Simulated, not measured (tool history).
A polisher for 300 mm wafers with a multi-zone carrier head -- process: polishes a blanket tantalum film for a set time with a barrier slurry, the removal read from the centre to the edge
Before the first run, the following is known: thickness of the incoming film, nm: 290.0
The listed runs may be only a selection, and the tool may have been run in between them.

run  hour  flow of slurry (ml/min)  pressure of the head's centre zone  pressure of the head's middle zone  pressure of the head's edge zone  abrasive content of the slurry  polishing time (s)  film removed at the wafer's centre (nm)  film removed at mid-radius (nm)  film removed at the wafer's edge (nm)
  1     0                      160                                   1                                   1                                 1                               1                  70                                   106.73                           107.24                                 104.51
  2   2.8                      160                                   1                                   1                              0.94                               1                  70                                   104.15                           108.19                                  102.9
  3    10                      160                                   1                                0.93                              0.94                               1                  70                                    104.9                           102.06                                 103.38
  4  11.3                      160                                   1                                0.85                              0.94                               1                  70                                   106.18                           96.749                                 104.29
  5  18.1                      165                                1.01                                0.87                              0.95                            1.05                  71                                   108.98                           101.54                                 106.02
  6  24.8                      165                                1.01                                0.82                              0.95                            1.05                  71                                   109.56                           98.574                                 106.88
  7    30                      165                                1.02                                0.83                              0.96                             1.1                  72                                    112.6                           100.61                                 108.24
  8    38                      170                                1.02                                0.84                              0.97                            1.15                  74                                   119.71                           107.14                                 116.02
  9  41.2                      175                                1.02                                0.86                              0.98                             1.2                  74                                   122.42                           106.51                                 117.76

What does the tool deliver on the next run?
 10    49                      175                                1.02                                0.89                              0.98                            1.25                  75                                        ?                                ?                                      ?

Logged for run 10: film removed at the wafer's centre (nm) 123.2, film removed at mid-radius (nm) 112.95, film removed at the wafer's edge (nm) 120.04.
